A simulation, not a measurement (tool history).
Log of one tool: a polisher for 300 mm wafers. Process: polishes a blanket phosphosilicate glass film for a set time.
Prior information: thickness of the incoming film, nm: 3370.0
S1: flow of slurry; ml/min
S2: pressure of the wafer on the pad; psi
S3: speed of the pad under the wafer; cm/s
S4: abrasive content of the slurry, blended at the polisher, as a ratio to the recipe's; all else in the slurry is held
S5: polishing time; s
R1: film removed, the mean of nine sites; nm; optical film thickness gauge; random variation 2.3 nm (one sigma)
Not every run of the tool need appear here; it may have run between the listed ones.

{"run": 1, "hour": 0.0, "S1": 165, "S2": 3.6, "S3": 110, "S4": 1, "S5": 31, "R1": 268.64}
{"run": 2, "hour": 0.9, "S1": 165, "S2": 3.6, "S3": 84, "S4": 1, "S5": 31, "R1": 220.54}
{"run": 3, "hour": 9.1, "S1": 140, "S2": 3.6, "S3": 84, "S4": 1, "S5": 31, "R1": 209.27}
{"run": 4, "hour": 12.8, "S1": 140, "S2": 4.1, "S3": 84, "S4": 1, "S5": 31, "R1": 238.11}
{"run": 5, "hour": 16.1, "S1": 180, "S2": 4.1, "S3": 84, "S4": 1, "S5": 31, "R1": 249.28}
{"hour": 18.7, "done": "slurry nozzle cleaned"}
{"run": 6, "hour": 18.7, "S1": 185, "S2": 4.2, "S3": 84, "S4": 1, "S5": 31, "R1": 264.09}
{"run": 7, "hour": 24.7, "S1": 190, "S2": 4.2, "S3": 84, "S4": 1, "S5": 31, "R1": 270.94}

Estimate the outcome of run 8 from the log above:
{"run": 8, "hour": 25.6, "S1": 240, "S2": 4.5, "S3": 84, "S4": 1, "S5": 31, "R1": "?"}

Run 8 produced R1 294.69 nm.
